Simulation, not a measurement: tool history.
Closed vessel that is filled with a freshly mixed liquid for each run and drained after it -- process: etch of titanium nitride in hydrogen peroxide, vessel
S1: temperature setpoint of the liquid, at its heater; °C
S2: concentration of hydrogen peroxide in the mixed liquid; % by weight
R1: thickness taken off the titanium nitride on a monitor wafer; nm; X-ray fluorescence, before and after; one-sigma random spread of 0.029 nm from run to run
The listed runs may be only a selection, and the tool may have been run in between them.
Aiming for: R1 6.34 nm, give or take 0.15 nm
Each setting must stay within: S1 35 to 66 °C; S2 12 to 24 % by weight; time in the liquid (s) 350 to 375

Run 1, hour 0: S1 51 °C, S2 16 % by weight, time in the liquid (s) 350. Result: R1 14.433 nm.
Run 2, hour 1.2: S1 57.5 °C, S2 16 % by weight, time in the liquid (s) 350. Result: R1 22.675 nm.
Run 3, hour 5.8: S1 57.5 °C, S2 17.5 % by weight, time in the liquid (s) 350. Result: R1 23.001 nm.
Run 4, hour 7.5: S1 52 °C, S2 17.5 % by weight, time in the liquid (s) 350. Result: R1 15.673 nm.
Run 5, hour 12.8: S1 55.5 °C, S2 17.5 % by weight, time in the liquid (s) 350. Result: R1 19.945 nm.
Run 6, hour 22: S1 50.5 °C, S2 17.5 % by weight, time in the liquid (s) 350. Result: R1 14.127 nm.
Run 7, hour 31: S1 47 °C, S2 17.5 % by weight, time in the liquid (s) 350. Result: R1 10.875 nm.
Run 8, hour 33.9: S1 45 °C, S2 17.5 % by weight, time in the liquid (s) 350. Result: R1 9.3857 nm.
Run 9, hour 42.1: S1 38.5 °C, S2 17.5 % by weight, time in the liquid (s) 350. Result: R1 5.7193 nm.
Run 10, hour 49.5: S1 39 °C, S2 17.5 % by weight, time in the liquid (s) 350. Result: R1 5.9793 nm.

Consider the 5 candidate settings below. Which is the only one whose results all fall within their allowed miss of target?
Run A, hour 56.9: S1 41.5 °C, S2 12 % by weight, time in the liquid (s) 350. Result: R1 ?.
Run B, hour 56.9: S1 38.5 °C, S2 18 % by weight, time in the liquid (s) 350. Result: R1 ?.
Run C, hour 56.9: S1 39 °C, S2 20 % by weight, time in the liquid (s) 375. Result: R1 ?.
Run D, hour 56.9: S1 39.5 °C, S2 17.5 % by weight, time in the liquid (s) 375. Result: R1 ?.
Run E, hour 56.9: S1 39 °C, S2 17 % by weight, time in the liquid (s) 375. Result: R1 ?.

move      R1
   A  6.6298
   B  5.7323
   C  6.5298
   D  6.5965
   E  6.3075
A: takes the biggest miss from the last run beyond its target
B: lands further from the targets than the last run did
C: takes the biggest miss from the last run beyond its target
D: takes the biggest miss from the last run beyond its target
E: all results land within tolerance of their targets
E meets every target.
